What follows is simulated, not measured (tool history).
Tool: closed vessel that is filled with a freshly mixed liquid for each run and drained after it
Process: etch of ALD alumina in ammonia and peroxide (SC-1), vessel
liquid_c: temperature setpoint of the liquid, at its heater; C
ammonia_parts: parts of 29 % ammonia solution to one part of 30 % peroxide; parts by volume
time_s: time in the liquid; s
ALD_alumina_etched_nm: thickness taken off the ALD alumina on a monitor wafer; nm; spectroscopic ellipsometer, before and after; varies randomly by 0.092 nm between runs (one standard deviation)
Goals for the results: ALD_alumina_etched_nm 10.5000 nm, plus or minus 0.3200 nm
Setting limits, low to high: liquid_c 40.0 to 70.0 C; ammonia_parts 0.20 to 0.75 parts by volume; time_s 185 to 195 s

run,hour,liquid_c,ammonia_parts,time_s,ALD_alumina_etched_nm
1,0.0,56.0,0.45,185,8.6826
2,1.8,56.5,0.45,185,8.7653
3,8.5,52.5,0.45,185,7.2068
4,16.4,53.5,0.45,185,7.5915
5,23.4,54.0,0.45,185,7.6980
6,27.2,54.5,0.45,185,8.0180
7,33.9,55.0,0.45,185,8.1466
8,37.6,55.5,0.45,185,8.4246
9,40.5,56.0,0.45,185,8.7476
10,45.0,56.5,0.45,185,8.8868
11,53.3,57.0,0.45,185,9.0368
12,62.2,60.5,0.45,185,10.8560

Of the 5 settings listed for the next run, only one would bring every result within its allowed miss of target. Which one?
A,71.1,60.0,0.45,185,?
B,71.1,60.0,0.50,195,?
C,71.1,60.5,0.45,190,?
D,71.1,61.5,0.45,185,?
E,71.1,60.0,0.40,195,?

move,ALD_alumina_etched_nm
A,10.6610
B,11.3490
C,11.2330
D,11.5100
E,11.1120
A: all results in spec
B: lands further from the targets than the last run did
C: lands further from the targets than the last run did
D: lands further from the targets than the last run did
E: lands further from the targets than the last run did
The right move is A.

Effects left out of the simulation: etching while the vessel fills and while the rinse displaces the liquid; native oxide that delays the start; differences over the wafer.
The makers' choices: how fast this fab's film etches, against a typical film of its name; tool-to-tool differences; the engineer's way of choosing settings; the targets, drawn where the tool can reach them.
